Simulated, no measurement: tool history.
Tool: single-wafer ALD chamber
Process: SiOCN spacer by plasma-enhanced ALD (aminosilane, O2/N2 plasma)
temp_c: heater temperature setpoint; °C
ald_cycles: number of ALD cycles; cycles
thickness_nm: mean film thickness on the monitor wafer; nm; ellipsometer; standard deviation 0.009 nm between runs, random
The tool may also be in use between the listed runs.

run	hour	temp_c	ald_cycles	thickness_nm
1	0.0	375	58	3.2695
2	2.4	375	51	2.8801
3	8.7	371	51	2.8834
4	16.9	371	56	3.1680
5	24.8	371	59	3.3284
6	32.1	371	53	2.9893
7	38.7	371	56	3.1590
8	43.2	371	59	3.3194
9	51.8	371	59	3.3255
10	57.4	371	61	3.4463
11	60.1	371	63	3.5602
12	66.7	371	65	3.6744
13	71.3	371	66	3.7326

Run 14, settings as shown, results not yet in. Your forecast:
14	75.3	371	67	?

thickness_nm: 3.7709 nm
